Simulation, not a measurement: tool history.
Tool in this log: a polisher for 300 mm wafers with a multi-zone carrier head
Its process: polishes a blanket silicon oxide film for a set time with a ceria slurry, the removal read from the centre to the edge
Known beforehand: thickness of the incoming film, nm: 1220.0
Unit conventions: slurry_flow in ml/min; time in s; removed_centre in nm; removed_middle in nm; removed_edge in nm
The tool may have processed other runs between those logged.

run,day,slurry_flow,centre_zone,middle_zone,edge_zone,time,removed_centre,removed_middle,removed_edge
1,0,125,1,1,1,73,480.56,489.79,493.31
2,0.121,120,1,0.99,0.99,73,485.67,477.52,484.68
3,0.429,115,0.99,0.98,0.98,73,464.22,468.6,478.77
4,0.629,115,0.99,0.98,0.95,73,478.56,478.42,476.66
5,0.696,115,0.99,1.03,0.95,73,480,490.79,473.45
6,0.942,110,0.99,1.01,0.95,73,476.26,475.82,472.92

Estimate the outcome of run 7 from the log above:
7,1.117,105,0.99,1,0.94,73,?,?,?

removed_centre: 459.05 nm
removed_middle: 461.23 nm
removed_edge: 462.03 nm
